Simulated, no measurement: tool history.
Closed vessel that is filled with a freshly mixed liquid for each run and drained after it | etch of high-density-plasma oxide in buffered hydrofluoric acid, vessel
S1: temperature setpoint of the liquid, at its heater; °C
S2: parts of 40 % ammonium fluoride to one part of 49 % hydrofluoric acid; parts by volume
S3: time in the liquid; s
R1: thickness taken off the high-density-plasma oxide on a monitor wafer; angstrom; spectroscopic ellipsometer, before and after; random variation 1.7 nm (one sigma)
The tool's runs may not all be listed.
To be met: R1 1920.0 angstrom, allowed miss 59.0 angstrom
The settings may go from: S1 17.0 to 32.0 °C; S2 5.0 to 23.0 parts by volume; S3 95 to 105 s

run 1 hour=0.0 | S1=24.0 S2=14.0 S3=95 | R1=1609.0
run 2 hour=0.9 | S1=24.5 S2=14.0 S3=95 | R1=1628.4
run 3 hour=4.2 | S1=22.5 S2=14.0 S3=95 | R1=1479.3
run 4 hour=10.8 | S1=23.5 S2=14.0 S3=95 | R1=1575.6
run 5 hour=15.5 | S1=23.5 S2=16.5 S3=95 | R1=1315.4
run 6 hour=20.5 | S1=26.5 S2=16.5 S3=95 | R1=1568.5
run 7 hour=21.8 | S1=27.0 S2=16.5 S3=95 | R1=1614.0
run 8 hour=23.0 | S1=27.5 S2=16.5 S3=95 | R1=1630.3
run 9 hour=24.8 | S1=28.0 S2=16.5 S3=95 | R1=1679.3
run 10 hour=29.4 | S1=28.5 S2=16.5 S3=95 | R1=1721.0
run 11 hour=31.1 | S1=29.0 S2=16.5 S3=95 | R1=1785.4
run 12 hour=39.8 | S1=29.5 S2=16.5 S3=95 | R1=1824.0

Which of these 5 next moves meets every target?
run A hour=48.5 | S1=28.5 S2=15.5 S3=105 | R1=?
run B hour=48.5 | S1=29.0 S2=16.5 S3=95 | R1=?
run C hour=48.5 | S1=25.0 S2=15.5 S3=105 | R1=?
run D hour=48.5 | S1=30.0 S2=17.0 S3=100 | R1=?
run E hour=48.5 | S1=30.0 S2=18.0 S3=95 | R1=?

move=A R1=2050.5
move=B R1=1791.7
move=C R1=1699.3
move=D R1=1930.8
move=E R1=1734.1
A: takes the result that was furthest off past its target
B: further off than the last run
C: further off than the last run
D: meets every target
E: further off than the last run
Move D is the one to make.

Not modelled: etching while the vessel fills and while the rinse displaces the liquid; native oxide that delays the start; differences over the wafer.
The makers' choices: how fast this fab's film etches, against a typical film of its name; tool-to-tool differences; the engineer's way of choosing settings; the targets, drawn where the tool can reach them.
